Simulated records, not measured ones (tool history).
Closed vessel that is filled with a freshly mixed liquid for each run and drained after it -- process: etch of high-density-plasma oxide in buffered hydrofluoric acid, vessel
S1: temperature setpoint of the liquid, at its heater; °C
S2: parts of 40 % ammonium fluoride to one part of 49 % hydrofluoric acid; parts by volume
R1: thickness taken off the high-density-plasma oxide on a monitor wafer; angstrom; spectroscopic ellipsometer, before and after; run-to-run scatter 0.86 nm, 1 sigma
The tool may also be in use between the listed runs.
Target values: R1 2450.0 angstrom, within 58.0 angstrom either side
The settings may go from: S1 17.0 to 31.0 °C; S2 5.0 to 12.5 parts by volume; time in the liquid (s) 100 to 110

run 1 hour=0.0 | S1=23.0 S2=7.5 time_in_the_liquid_(s)=100 | R1=2143.0
run 2 hour=1.9 | S1=24.5 S2=7.5 time_in_the_liquid_(s)=100 | R1=2321.8
run 3 hour=3.8 | S1=24.5 S2=7.5 time_in_the_liquid_(s)=110 | R1=2566.5
run 4 hour=4.9 | S1=24.5 S2=7.5 time_in_the_liquid_(s)=100 | R1=2321.9
run 5 hour=9.8 | S1=24.5 S2=7.5 time_in_the_liquid_(s)=100 | R1=2311.6
run 6 hour=17.6 | S1=24.5 S2=9.0 time_in_the_liquid_(s)=100 | R1=1916.8
run 7 hour=22.6 | S1=25.0 S2=9.0 time_in_the_liquid_(s)=100 | R1=1956.4
run 8 hour=24.4 | S1=25.5 S2=9.0 time_in_the_liquid_(s)=100 | R1=2012.1
-- hour=31.3 thermometer replaced
run 9 hour=31.3 | S1=26.0 S2=9.0 time_in_the_liquid_(s)=100 | R1=1891.7
run 10 hour=39.9 | S1=30.0 S2=7.5 time_in_the_liquid_(s)=100 | R1=2843.6
run 11 hour=41.9 | S1=29.5 S2=7.5 time_in_the_liquid_(s)=100 | R1=2785.6
run 12 hour=46.6 | S1=29.0 S2=7.5 time_in_the_liquid_(s)=100 | R1=2701.1

5 candidate next runs follow, results not yet known. Just one meets every target within its allowed miss. Identify it.
run A hour=51.3 | S1=29.0 S2=8.5 time_in_the_liquid_(s)=105 | R1=?
run B hour=51.3 | S1=28.0 S2=7.5 time_in_the_liquid_(s)=105 | R1=?
run C hour=51.3 | S1=30.0 S2=8.0 time_in_the_liquid_(s)=110 | R1=?
run D hour=51.3 | S1=30.5 S2=7.0 time_in_the_liquid_(s)=105 | R1=?
run E hour=51.3 | S1=27.5 S2=7.0 time_in_the_liquid_(s)=105 | R1=?

move=A R1=2483.6
move=B R1=2697.2
move=C R1=2928.3
move=D R1=3313.8
move=E R1=2829.3
A: each result inside its tolerance
B: no better and no worse than the last run
C: the biggest miss grows against the last run
D: the biggest miss grows against the last run
E: the biggest miss grows against the last run
Go with A: it meets all targets.
